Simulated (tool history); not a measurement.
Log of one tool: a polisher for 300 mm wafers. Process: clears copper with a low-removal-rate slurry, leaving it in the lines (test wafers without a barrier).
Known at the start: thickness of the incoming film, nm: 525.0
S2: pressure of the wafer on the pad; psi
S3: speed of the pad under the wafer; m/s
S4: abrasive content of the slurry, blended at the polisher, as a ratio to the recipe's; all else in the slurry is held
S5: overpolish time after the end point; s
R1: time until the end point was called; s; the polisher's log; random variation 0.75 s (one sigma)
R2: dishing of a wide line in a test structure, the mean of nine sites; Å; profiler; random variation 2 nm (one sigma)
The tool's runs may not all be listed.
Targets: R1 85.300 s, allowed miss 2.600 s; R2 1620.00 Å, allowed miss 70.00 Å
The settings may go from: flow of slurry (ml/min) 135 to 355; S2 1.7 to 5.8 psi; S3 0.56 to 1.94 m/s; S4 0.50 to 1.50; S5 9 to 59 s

{"run": 1, "day": 0.0, "flow of slurry (ml/min)": 225, "S2": 3.7, "S3": 1.24, "S4": 1.0, "S5": 30, "R1": 125.58, "R2": 841.29}
{"run": 2, "day": 0.342, "flow of slurry (ml/min)": 225, "S2": 3.9, "S3": 1.24, "S4": 1.0, "S5": 32, "R1": 119.08, "R2": 923.67}
{"run": 3, "day": 0.583, "flow of slurry (ml/min)": 225, "S2": 3.2, "S3": 1.24, "S4": 1.0, "S5": 32, "R1": 146.6, "R2": 784.14}
{"run": 4, "day": 0.625, "flow of slurry (ml/min)": 225, "S2": 2.5, "S3": 1.24, "S4": 1.0, "S5": 32, "R1": 183.27, "R2": 641.66}
{"run": 5, "day": 0.812, "flow of slurry (ml/min)": 225, "S2": 2.9, "S3": 1.24, "S4": 1.0, "S5": 34, "R1": 158.85, "R2": 771.84}
{"run": 6, "day": 0.917, "flow of slurry (ml/min)": 225, "S2": 3.2, "S3": 1.24, "S4": 1.0, "S5": 35, "R1": 145.74, "R2": 846.32}
{"run": 7, "day": 1.067, "flow of slurry (ml/min)": 225, "S2": 3.5, "S3": 1.24, "S4": 1.0, "S5": 36, "R1": 130.7, "R2": 927.99}
{"run": 8, "day": 1.417, "flow of slurry (ml/min)": 225, "S2": 3.7, "S3": 1.24, "S4": 1.0, "S5": 38, "R1": 124.85, "R2": 972.18}
{"run": 9, "day": 1.533, "flow of slurry (ml/min)": 225, "S2": 3.9, "S3": 1.24, "S4": 1.0, "S5": 40, "R1": 121.07, "R2": 1095.0}
{"run": 10, "day": 1.829, "flow of slurry (ml/min)": 250, "S2": 4.9, "S3": 1.26, "S4": 1.0, "S5": 41, "R1": 94.686, "R2": 1341.4}
{"run": 11, "day": 1.958, "flow of slurry (ml/min)": 250, "S2": 4.9, "S3": 1.26, "S4": 1.0, "S5": 41, "R1": 94.57, "R2": 1339.9}
{"run": 12, "day": 2.304, "flow of slurry (ml/min)": 250, "S2": 5.0, "S3": 1.26, "S4": 1.0, "S5": 42, "R1": 93.112, "R2": 1362.8}
{"run": 13, "day": 2.454, "flow of slurry (ml/min)": 250, "S2": 5.1, "S3": 1.26, "S4": 1.0, "S5": 43, "R1": 89.945, "R2": 1412.9}
{"run": 14, "day": 2.588, "flow of slurry (ml/min)": 250, "S2": 5.1, "S3": 1.26, "S4": 1.0, "S5": 44, "R1": 89.06, "R2": 1442.8}
{"run": 15, "day": 2.775, "flow of slurry (ml/min)": 250, "S2": 5.1, "S3": 1.26, "S4": 1.0, "S5": 44, "R1": 91.66, "R2": 1450.4}
{"run": 16, "day": 2.967, "flow of slurry (ml/min)": 250, "S2": 5.2, "S3": 1.26, "S4": 1.0, "S5": 44, "R1": 88.539, "R2": 1428.9}
{"run": 17, "day": 3.171, "flow of slurry (ml/min)": 255, "S2": 5.2, "S3": 1.26, "S4": 1.0, "S5": 45, "R1": 89.904, "R2": 1452.5}
{"run": 18, "day": 3.488, "flow of slurry (ml/min)": 250, "S2": 5.2, "S3": 1.26, "S4": 1.0, "S5": 46, "R1": 88.085, "R2": 1443.7}
{"run": 19, "day": 3.838, "flow of slurry (ml/min)": 255, "S2": 5.2, "S3": 1.26, "S4": 1.0, "S5": 47, "R1": 89.512, "R2": 1469.1}
{"run": 20, "day": 4.05, "flow of slurry (ml/min)": 255, "S2": 5.2, "S3": 1.26, "S4": 1.0, "S5": 48, "R1": 89.22, "R2": 1519.3}
{"run": 21, "day": 4.108, "flow of slurry (ml/min)": 255, "S2": 5.2, "S3": 1.26, "S4": 1.0, "S5": 48, "R1": 87.167, "R2": 1503.3}
{"run": 22, "day": 4.367, "flow of slurry (ml/min)": 255, "S2": 5.2, "S3": 1.26, "S4": 1.0, "S5": 49, "R1": 88.603, "R2": 1524.7}

Which of these 4 next moves meets every target?
{"run": "A", "day": 4.625, "flow of slurry (ml/min)": 225, "S2": 4.6, "S3": 1.38, "S4": 1.05, "S5": 47, "R1": "?", "R2": "?"}
{"run": "B", "day": 4.625, "flow of slurry (ml/min)": 270, "S2": 5.7, "S3": 1.08, "S4": 0.95, "S5": 43, "R1": "?", "R2": "?"}
{"run": "C", "day": 4.625, "flow of slurry (ml/min)": 220, "S2": 5.7, "S3": 1.2, "S4": 1.0, "S5": 54, "R1": "?", "R2": "?"}
{"run": "D", "day": 4.625, "flow of slurry (ml/min)": 255, "S2": 5.1, "S3": 1.18, "S4": 1.05, "S5": 43, "R1": "?", "R2": "?"}

move=A R1=92.373 R2=1433.50
move=B R1=92.213 R2=1396.70
move=C R1=85.496 R2=1651.00
move=D R1=93.511 R2=1368.90
A: further off than the last run
B: further off than the last run
C: meets every target
D: further off than the last run
The right move is C.
